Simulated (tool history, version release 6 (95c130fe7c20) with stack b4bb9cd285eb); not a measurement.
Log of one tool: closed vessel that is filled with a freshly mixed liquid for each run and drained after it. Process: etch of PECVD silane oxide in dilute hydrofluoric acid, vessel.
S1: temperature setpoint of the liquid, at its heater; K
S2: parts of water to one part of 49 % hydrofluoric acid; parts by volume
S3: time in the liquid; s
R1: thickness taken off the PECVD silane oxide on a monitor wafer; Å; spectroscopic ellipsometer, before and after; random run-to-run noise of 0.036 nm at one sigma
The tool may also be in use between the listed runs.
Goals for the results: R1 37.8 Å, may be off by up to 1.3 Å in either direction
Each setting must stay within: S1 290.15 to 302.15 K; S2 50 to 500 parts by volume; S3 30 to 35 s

{"run": 1, "hour": 0.0, "S1": 294.15, "S2": 275, "S3": 35, "R1": 23.783}
{"run": 2, "hour": 2.2, "S1": 294.15, "S2": 275, "S3": 30, "R1": 19.909}
{"run": 3, "hour": 8.1, "S1": 292.65, "S2": 275, "S3": 30, "R1": 19.065}
{"run": 4, "hour": 15.3, "S1": 292.65, "S2": 275, "S3": 30, "R1": 18.783}
{"run": 5, "hour": 20.0, "S1": 295.65, "S2": 270, "S3": 30, "R1": 22.151}
{"run": 6, "hour": 23.2, "S1": 295.65, "S2": 185, "S3": 30, "R1": 34.575}
{"run": 7, "hour": 27.0, "S1": 296.15, "S2": 185, "S3": 30, "R1": 35.272}
{"run": 8, "hour": 32.1, "S1": 296.65, "S2": 185, "S3": 30, "R1": 36.047}

Exercise: of the 5 proposed moves below, exactly one satisfies all targets within the stated allowed misses. Which move is it?
{"run": "A", "hour": 37.2, "S1": 295.65, "S2": 180, "S3": 30, "R1": "?"}
{"run": "B", "hour": 37.2, "S1": 297.15, "S2": 190, "S3": 30, "R1": "?"}
{"run": "C", "hour": 37.2, "S1": 296.65, "S2": 175, "S3": 30, "R1": "?"}
{"run": "D", "hour": 37.2, "S1": 298.15, "S2": 200, "S3": 35, "R1": "?"}
{"run": "E", "hour": 37.2, "S1": 298.15, "S2": 200, "S3": 30, "R1": "?"}

move=A R1=35.824
move=B R1=35.525
move=C R1=38.479
move=D R1=40.409
move=E R1=34.636
A: its largest miss is bigger than the last run's
B: its largest miss is bigger than the last run's
C: every result lands within tolerance
D: the result that was furthest off in the last run now lies on the other side of its target
E: its largest miss is bigger than the last run's
Go with C: it meets all targets.
